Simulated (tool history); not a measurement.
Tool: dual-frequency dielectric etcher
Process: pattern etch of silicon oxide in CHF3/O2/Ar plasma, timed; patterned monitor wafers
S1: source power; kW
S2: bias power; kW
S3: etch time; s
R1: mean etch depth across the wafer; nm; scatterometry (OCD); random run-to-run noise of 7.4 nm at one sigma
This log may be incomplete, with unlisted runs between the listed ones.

{"run": 1, "hour": 0.0, "S1": 0.71, "S2": 0.162, "S3": 663.5, "R1": 1278.7}
{"run": 2, "hour": 5.1, "S1": 0.66, "S2": 0.157, "S3": 663.5, "R1": 1222.1}
{"run": 3, "hour": 11.8, "S1": 0.66, "S2": 0.142, "S3": 663.5, "R1": 1185.0}
{"run": 4, "hour": 13.1, "S1": 0.66, "S2": 0.142, "S3": 694.5, "R1": 1232.9}
{"run": 5, "hour": 16.2, "S1": 0.63, "S2": 0.14, "S3": 693.5, "R1": 1219.5}
{"run": 6, "hour": 18.3, "S1": 0.63, "S2": 0.14, "S3": 694.5, "R1": 1213.6}

Expected results for the next run?
{"run": 7, "hour": 26.1, "S1": 0.6, "S2": 0.138, "S3": 693.5, "R1": "?"}

R1: 1184.6 nm
